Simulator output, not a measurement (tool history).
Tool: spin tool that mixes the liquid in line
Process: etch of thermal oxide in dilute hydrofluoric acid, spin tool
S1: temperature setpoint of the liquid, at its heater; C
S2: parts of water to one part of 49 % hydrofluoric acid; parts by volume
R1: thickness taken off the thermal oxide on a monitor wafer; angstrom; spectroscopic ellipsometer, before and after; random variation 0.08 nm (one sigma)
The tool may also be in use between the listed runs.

{"run": 1, "hour": 0.0, "S1": 20.0, "S2": 275, "time under the liquid (s)": 280, "R1": 35.82}
{"run": 2, "hour": 5.1, "S1": 20.0, "S2": 275, "time under the liquid (s)": 300, "R1": 38.685}
{"run": 3, "hour": 11.6, "S1": 22.5, "S2": 275, "time under the liquid (s)": 300, "R1": 41.979}
{"run": 4, "hour": 13.0, "S1": 22.5, "S2": 230, "time under the liquid (s)": 300, "R1": 52.442}
{"run": 5, "hour": 14.8, "S1": 24.5, "S2": 230, "time under the liquid (s)": 300, "R1": 56.213}
{"run": 6, "hour": 18.4, "S1": 21.5, "S2": 230, "time under the liquid (s)": 300, "R1": 51.103}

Run 7 comes next. What will it give?
{"run": 7, "hour": 26.9, "S1": 22.0, "S2": 230, "time under the liquid (s)": 300, "R1": "?"}

Run 7 gave R1 50.387 angstrom.
